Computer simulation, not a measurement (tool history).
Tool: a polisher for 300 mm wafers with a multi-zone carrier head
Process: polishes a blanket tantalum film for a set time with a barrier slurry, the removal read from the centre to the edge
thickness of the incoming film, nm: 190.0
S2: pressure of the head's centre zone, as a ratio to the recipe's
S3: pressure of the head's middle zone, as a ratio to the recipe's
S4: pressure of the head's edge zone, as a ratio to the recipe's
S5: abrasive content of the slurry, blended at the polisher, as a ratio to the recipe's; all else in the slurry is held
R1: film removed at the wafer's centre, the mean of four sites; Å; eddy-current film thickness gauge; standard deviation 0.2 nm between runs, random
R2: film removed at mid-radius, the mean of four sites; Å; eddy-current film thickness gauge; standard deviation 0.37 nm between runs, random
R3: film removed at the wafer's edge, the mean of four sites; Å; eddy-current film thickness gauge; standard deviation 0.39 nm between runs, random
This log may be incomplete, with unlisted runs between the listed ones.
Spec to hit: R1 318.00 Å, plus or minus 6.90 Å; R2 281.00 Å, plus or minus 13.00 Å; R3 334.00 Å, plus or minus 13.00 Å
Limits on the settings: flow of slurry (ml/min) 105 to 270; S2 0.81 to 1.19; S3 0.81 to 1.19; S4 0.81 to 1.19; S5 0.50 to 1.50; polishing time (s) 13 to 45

run 1 hour=0.0 | flow_of_slurry_(ml/min)=175 S2=1.00 S3=1.00 S4=1.00 S5=1.00 polishing_time_(s)=29 | R1=565.99 R2=575.50 R3=573.65
run 2 hour=8.6 | flow_of_slurry_(ml/min)=175 S2=1.04 S3=1.00 S4=1.00 S5=1.00 polishing_time_(s)=29 | R1=590.07 R2=575.46 R3=589.89
run 3 hour=10.4 | flow_of_slurry_(ml/min)=165 S2=1.03 S3=0.96 S4=1.00 S5=0.90 polishing_time_(s)=27 | R1=515.44 R2=491.70 R3=510.66
run 4 hour=12.3 | flow_of_slurry_(ml/min)=165 S2=1.03 S3=0.96 S4=1.00 S5=0.90 polishing_time_(s)=34 | R1=650.95 R2=622.06 R3=655.85
run 5 hour=13.7 | flow_of_slurry_(ml/min)=165 S2=0.99 S3=0.96 S4=1.00 S5=0.90 polishing_time_(s)=34 | R1=624.84 R2=623.06 R3=641.92
run 6 hour=20.9 | flow_of_slurry_(ml/min)=155 S2=0.99 S3=0.93 S4=1.02 S5=0.80 polishing_time_(s)=31 | R1=525.39 R2=516.44 R3=554.25
run 7 hour=24.9 | flow_of_slurry_(ml/min)=150 S2=0.99 S3=0.90 S4=1.02 S5=0.75 polishing_time_(s)=29 | R1=476.41 R2=442.77 R3=495.19
run 8 hour=28.0 | flow_of_slurry_(ml/min)=115 S2=0.89 S3=0.81 S4=0.92 S5=0.50 polishing_time_(s)=23 | R1=231.68 R2=227.77 R3=269.94
run 9 hour=31.1 | flow_of_slurry_(ml/min)=115 S2=0.89 S3=0.81 S4=0.92 S5=0.50 polishing_time_(s)=23 | R1=230.81 R2=222.90 R3=261.06
run 10 hour=34.9 | flow_of_slurry_(ml/min)=145 S2=0.90 S3=0.81 S4=0.94 S5=0.50 polishing_time_(s)=23 | R1=249.01 R2=239.10 R3=276.06
run 11 hour=41.0 | flow_of_slurry_(ml/min)=195 S2=1.00 S3=0.81 S4=1.04 S5=0.55 polishing_time_(s)=21 | R1=296.61 R2=251.67 R3=295.57
run 12 hour=42.6 | flow_of_slurry_(ml/min)=195 S2=1.00 S3=0.82 S4=1.07 S5=0.55 polishing_time_(s)=21 | R1=296.63 R2=258.31 R3=306.72
run 13 hour=43.2 | flow_of_slurry_(ml/min)=195 S2=1.00 S3=0.82 S4=1.07 S5=0.55 polishing_time_(s)=21 | R1=293.52 R2=250.01 R3=302.61
run 14 hour=46.3 | flow_of_slurry_(ml/min)=245 S2=1.01 S3=0.88 S4=1.17 S5=0.65 polishing_time_(s)=21 | R1=352.21 R2=319.72 R3=370.08
run 15 hour=49.0 | flow_of_slurry_(ml/min)=230 S2=1.01 S3=0.87 S4=1.15 S5=0.65 polishing_time_(s)=21 | R1=350.24 R2=308.91 R3=376.84
run 16 hour=53.2 | flow_of_slurry_(ml/min)=225 S2=1.00 S3=0.86 S4=1.13 S5=0.65 polishing_time_(s)=21 | R1=342.99 R2=312.83 R3=368.29
run 17 hour=61.8 | flow_of_slurry_(ml/min)=175 S2=1.02 S3=0.81 S4=1.11 S5=0.50 polishing_time_(s)=21 | R1=264.96 R2=227.92 R3=289.89
run 18 hour=70.6 | flow_of_slurry_(ml/min)=190 S2=1.02 S3=0.82 S4=1.12 S5=0.50 polishing_time_(s)=21 | R1=272.06 R2=227.19 R3=282.40
run 19 hour=75.4 | flow_of_slurry_(ml/min)=140 S2=1.08 S3=0.91 S4=1.11 S5=0.75 polishing_time_(s)=22 | R1=379.49 R2=341.95 R3=396.71
run 20 hour=84.1 | flow_of_slurry_(ml/min)=140 S2=1.06 S3=0.89 S4=1.09 S5=0.75 polishing_time_(s)=22 | R1=379.48 R2=344.63 R3=394.85

Of the 5 settings listed for the next run, only one would bring every result within its allowed miss of target. Which one?
run A hour=92.8 | flow_of_slurry_(ml/min)=120 S2=1.04 S3=0.88 S4=1.14 S5=0.55 polishing_time_(s)=27 | R1=? R2=? R3=?
run B hour=92.8 | flow_of_slurry_(ml/min)=120 S2=1.05 S3=0.87 S4=1.08 S5=0.80 polishing_time_(s)=19 | R1=? R2=? R3=?
run C hour=92.8 | flow_of_slurry_(ml/min)=120 S2=1.13 S3=0.85 S4=0.99 S5=0.75 polishing_time_(s)=19 | R1=? R2=? R3=?
run D hour=92.8 | flow_of_slurry_(ml/min)=155 S2=1.15 S3=0.81 S4=1.11 S5=0.80 polishing_time_(s)=25 | R1=? R2=? R3=?
run E hour=92.8 | flow_of_slurry_(ml/min)=105 S2=1.02 S3=0.83 S4=1.18 S5=0.60 polishing_time_(s)=33 | R1=? R2=? R3=?

move=A R1=346.13 R2=315.88 R3=374.82
move=B R1=317.27 R2=284.20 R3=331.24
move=C R1=329.18 R2=269.30 R3=306.73
move=D R1=489.50 R2=375.32 R3=462.39
move=E R1=425.75 R2=379.78 R3=488.03
A: closes in on the targets versus the last run, not all within tolerance yet
B: every result within its allowed miss
C: closes in on the targets versus the last run, not all within tolerance yet
D: further off than the last run
E: further off than the last run
Correct choice: B, which meets every target
